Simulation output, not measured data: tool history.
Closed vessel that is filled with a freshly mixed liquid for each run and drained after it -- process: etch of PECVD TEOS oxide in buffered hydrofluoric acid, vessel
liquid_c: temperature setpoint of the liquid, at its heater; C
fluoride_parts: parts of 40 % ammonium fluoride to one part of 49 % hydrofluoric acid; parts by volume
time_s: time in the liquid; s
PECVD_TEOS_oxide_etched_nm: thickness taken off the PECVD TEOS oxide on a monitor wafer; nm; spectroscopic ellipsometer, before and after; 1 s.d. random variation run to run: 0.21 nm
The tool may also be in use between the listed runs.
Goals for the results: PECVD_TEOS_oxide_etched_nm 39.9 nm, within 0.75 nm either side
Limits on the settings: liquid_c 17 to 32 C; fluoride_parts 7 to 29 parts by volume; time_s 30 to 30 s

run  hour  liquid_c  fluoride_parts  time_s  PECVD_TEOS_oxide_etched_nm
  1     0        25              18      30                        22.7
  2   6.2        22              18      30                      19.168
  3     8        25              17      30                      24.073
  4  14.3        27            16.5      30                      27.458
  5    21      23.5            16.5      30                      22.735
  6  25.7      26.5            16.5      30                      27.073
     26.9  -- thermometer replaced
  7  26.9        28              16      30                      32.338
  8  35.9        29              16      30                       33.79
  9  40.6      29.5              16      30                       34.97
 10    46        30              16      30                      35.989
 11  53.9      30.5              16      30                      37.094
 12    63        31              16      30                      38.298
 13  65.9      31.5              16      30                      38.718

Below are 4 possible settings for the next run. Only one of them brings all results inside the allowed miss of their targets. Which is it?
  A  68.8      31.5            15.5      30                           ?
  B  68.8      31.5            16.5      30                           ?
  C  68.8      29.5            15.5      30                           ?
  D  68.8        32            15.5      30                           ?

move  PECVD_TEOS_oxide_etched_nm
   A                      39.936
   B                      37.563
   C                       35.96
   D                      40.989
A: every result lands within tolerance
B: the biggest miss grows against the last run
C: the biggest miss grows against the last run
D: the result that was furthest off in the last run now lies on the other side of its target
A meets every target.
